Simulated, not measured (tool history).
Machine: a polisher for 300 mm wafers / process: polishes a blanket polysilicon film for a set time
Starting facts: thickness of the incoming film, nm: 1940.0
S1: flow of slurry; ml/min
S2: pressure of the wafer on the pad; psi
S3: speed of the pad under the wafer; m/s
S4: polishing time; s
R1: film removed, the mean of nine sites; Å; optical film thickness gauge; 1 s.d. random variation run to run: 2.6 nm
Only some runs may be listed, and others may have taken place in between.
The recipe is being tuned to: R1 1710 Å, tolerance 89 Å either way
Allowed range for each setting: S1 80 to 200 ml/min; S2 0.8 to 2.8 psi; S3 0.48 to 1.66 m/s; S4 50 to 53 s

Run 1, day 0: S1 130 ml/min, S2 1.8 psi, S3 1.06 m/s, S4 50 s. Result: R1 2644.2 Å.
Run 2, day 0.254: S1 130 ml/min, S2 2.1 psi, S3 1.06 m/s, S4 50 s. Result: R1 3074 Å.
Run 3, day 0.317: S1 140 ml/min, S2 2.1 psi, S3 1.06 m/s, S4 50 s. Result: R1 3141.5 Å.
Run 4, day 0.383: S1 140 ml/min, S2 1.9 psi, S3 1.04 m/s, S4 50 s. Result: R1 2854.4 Å.
Run 5, day 0.612: S1 135 ml/min, S2 1.7 psi, S3 1.02 m/s, S4 50 s. Result: R1 2494.6 Å.
Run 6, day 0.962: S1 130 ml/min, S2 1.6 psi, S3 1.02 m/s, S4 50 s. Result: R1 2382.7 Å.
Run 7, day 0.992: S1 130 ml/min, S2 1.5 psi, S3 1 m/s, S4 50 s. Result: R1 2176 Å.
Run 8, day 1.108: S1 125 ml/min, S2 1.4 psi, S3 1 m/s, S4 50 s. Result: R1 2024.1 Å.
Run 9, day 1.475: S1 120 ml/min, S2 1.4 psi, S3 1 m/s, S4 50 s. Result: R1 2013.6 Å.
Run 10, day 1.704: S1 115 ml/min, S2 1.4 psi, S3 1 m/s, S4 50 s. Result: R1 2076.4 Å.
Run 11, day 1.871: S1 115 ml/min, S2 1.3 psi, S3 1 m/s, S4 50 s. Result: R1 1927.9 Å.
Run 12, day 2.088: S1 115 ml/min, S2 1.2 psi, S3 1 m/s, S4 50 s. Result: R1 1826 Å.

Which of these 5 next moves meets every target?
Run A, day 2.304: S1 125 ml/min, S2 1.4 psi, S3 0.92 m/s, S4 53 s. Result: R1 ?.
Run B, day 2.304: S1 110 ml/min, S2 1.3 psi, S3 0.94 m/s, S4 53 s. Result: R1 ?.
Run C, day 2.304: S1 125 ml/min, S2 1.1 psi, S3 1.06 m/s, S4 52 s. Result: R1 ?.
Run D, day 2.304: S1 115 ml/min, S2 1.3 psi, S3 0.96 m/s, S4 53 s. Result: R1 ?.
Run E, day 2.304: S1 80 ml/min, S2 1 psi, S3 1.14 m/s, S4 53 s. Result: R1 ?.

move      R1
   A  2028.1
   B  1887.4
   C  1914.1
   D  1952.2
   E  1693.7
A: moves away from the targets compared with the last run
B: moves away from the targets compared with the last run
C: moves away from the targets compared with the last run
D: moves away from the targets compared with the last run
E: every result lands within tolerance
So the answer is move E, the one that meets all the targets.

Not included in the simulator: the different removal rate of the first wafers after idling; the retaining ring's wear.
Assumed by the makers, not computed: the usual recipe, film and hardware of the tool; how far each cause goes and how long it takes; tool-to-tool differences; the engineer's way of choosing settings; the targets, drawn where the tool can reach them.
